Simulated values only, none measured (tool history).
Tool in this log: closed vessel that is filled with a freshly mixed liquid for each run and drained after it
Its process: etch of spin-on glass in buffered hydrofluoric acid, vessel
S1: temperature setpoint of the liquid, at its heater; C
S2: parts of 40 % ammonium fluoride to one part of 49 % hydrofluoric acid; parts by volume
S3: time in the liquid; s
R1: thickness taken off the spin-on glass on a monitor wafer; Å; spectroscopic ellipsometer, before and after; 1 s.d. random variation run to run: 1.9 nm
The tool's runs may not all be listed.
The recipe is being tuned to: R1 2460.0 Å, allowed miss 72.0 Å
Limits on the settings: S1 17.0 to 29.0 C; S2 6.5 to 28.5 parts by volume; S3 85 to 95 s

run	day	S1	S2	S3	R1
1	0.000	21.0	17.5	85	1846.7
2	0.158	18.5	17.5	85	1605.7
3	0.421	18.5	20.5	85	1431.4
4	0.600	18.5	20.5	85	1426.0
5	0.804	20.0	20.5	85	1556.4
6	0.996	20.0	23.5	85	1427.1
7	1.296	20.0	23.5	85	1431.4
8	1.579	21.0	23.5	85	1528.7
9	1.696	22.0	23.5	85	1577.6
10	1.992	23.0	23.0	85	1681.9
11	2.333	24.0	22.5	85	1811.4
12	2.525	24.5	22.5	85	1894.2
13	2.788	25.0	22.5	85	1918.0

Exactly one of the 4 candidate moves below puts every result within its allowed miss. Which one?
A	3.050	25.0	20.5	90	?
B	3.050	28.0	22.0	90	?
C	3.050	24.5	19.5	90	?
D	3.050	26.0	23.0	90	?

move	R1
A	2176.1
B	2437.6
C	2191.6
D	2122.8
A: gains on the last run, yet a result remains outside its allowed miss
B: all results land within tolerance of their targets
C: gains on the last run, yet a result remains outside its allowed miss
D: gains on the last run, yet a result remains outside its allowed miss
Answer: B
